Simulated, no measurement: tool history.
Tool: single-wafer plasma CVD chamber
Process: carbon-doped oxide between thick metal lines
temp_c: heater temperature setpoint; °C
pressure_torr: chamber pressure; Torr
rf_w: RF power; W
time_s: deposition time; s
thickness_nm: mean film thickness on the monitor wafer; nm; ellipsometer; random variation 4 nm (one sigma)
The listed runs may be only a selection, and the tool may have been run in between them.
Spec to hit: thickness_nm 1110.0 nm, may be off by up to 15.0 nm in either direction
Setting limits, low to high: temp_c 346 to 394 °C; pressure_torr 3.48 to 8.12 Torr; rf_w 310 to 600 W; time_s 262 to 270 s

run	hour	temp_c	pressure_torr	rf_w	time_s	thickness_nm
1	0.0	370	5.80	455	262	1270.4
2	3.6	373	5.36	445	262	1243.6
3	5.1	365	5.36	445	262	1257.8
4	8.9	371	5.36	445	262	1248.0
5	15.9	371	5.36	480	262	1317.1
6	22.1	371	5.36	480	262	1302.2
7	30.8	373	5.06	455	262	1247.0
8	37.6	375	4.71	445	262	1212.7
9	44.6	377	4.43	440	262	1192.6
10	53.4	386	3.48	410	262	1072.7
11	55.5	384	3.56	410	262	1085.2

Of the 5 settings listed for the next run, only one would bring every result within its allowed miss of target. Which one?
A	57.6	382	4.31	425	263	?
B	57.6	386	4.05	420	262	?
C	57.6	394	3.66	450	262	?
D	57.6	388	4.50	415	270	?
E	57.6	394	4.62	385	262	?

move	thickness_nm
A	1150.1
B	1118.6
C	1147.2
D	1151.8
E	1047.0
A: takes the biggest miss from the last run beyond its target
B: every result within its allowed miss
C: takes the biggest miss from the last run beyond its target
D: takes the biggest miss from the last run beyond its target
E: further off than the last run
Correct choice: B, which meets every target
